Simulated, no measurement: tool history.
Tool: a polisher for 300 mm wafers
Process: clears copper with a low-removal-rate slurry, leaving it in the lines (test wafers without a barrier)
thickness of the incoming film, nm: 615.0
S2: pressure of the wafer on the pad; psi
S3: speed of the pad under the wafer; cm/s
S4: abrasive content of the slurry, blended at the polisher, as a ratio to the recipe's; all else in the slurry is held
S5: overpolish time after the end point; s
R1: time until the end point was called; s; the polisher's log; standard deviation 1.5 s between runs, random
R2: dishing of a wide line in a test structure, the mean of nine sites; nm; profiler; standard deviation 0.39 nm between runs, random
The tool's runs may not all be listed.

Run 1, hour 0.0: flow of slurry (ml/min) 210, S2 3.9 psi, S3 104 cm/s, S4 1.00, S5 21 s. Result: R1 129.87 s, R2 58.718 nm.
Run 2, hour 8.0: flow of slurry (ml/min) 215, S2 3.5 psi, S3 116 cm/s, S4 1.05, S5 18 s. Result: R1 127.13 s, R2 52.640 nm.
Run 3, hour 11.5: flow of slurry (ml/min) 215, S2 3.5 psi, S3 116 cm/s, S4 1.10, S5 18 s. Result: R1 128.99 s, R2 52.759 nm.
Run 4, hour 14.8: flow of slurry (ml/min) 215, S2 3.5 psi, S3 140 cm/s, S4 1.10, S5 18 s. Result: R1 109.74 s, R2 59.780 nm.
Run 5, hour 16.4: flow of slurry (ml/min) 215, S2 3.5 psi, S3 126 cm/s, S4 1.10, S5 18 s. Result: R1 116.36 s, R2 55.566 nm.
Run 6, hour 19.7: flow of slurry (ml/min) 215, S2 3.5 psi, S3 104 cm/s, S4 1.10, S5 18 s. Result: R1 140.15 s, R2 47.118 nm.
Run 7, hour 27.6: flow of slurry (ml/min) 240, S2 3.6 psi, S3 102 cm/s, S4 1.20, S5 15 s. Result: R1 133.23 s, R2 43.947 nm.
Run 8, hour 35.3: flow of slurry (ml/min) 225, S2 2.5 psi, S3 130 cm/s, S4 1.15, S5 6 s. Result: R1 159.44 s, R2 16.467 nm.
Run 9, hour 44.0: flow of slurry (ml/min) 240, S2 2.6 psi, S3 136 cm/s, S4 1.20, S5 6 s. Result: R1 139.96 s, R2 18.246 nm.

Predict the results of run 10:
Run 10, hour 53.0: flow of slurry (ml/min) 250, S2 2.8 psi, S3 138 cm/s, S4 1.20, S5 6 s. Result: R1 ?, R2 ?.

R1: 129.10 s
R2: 19.109 nm

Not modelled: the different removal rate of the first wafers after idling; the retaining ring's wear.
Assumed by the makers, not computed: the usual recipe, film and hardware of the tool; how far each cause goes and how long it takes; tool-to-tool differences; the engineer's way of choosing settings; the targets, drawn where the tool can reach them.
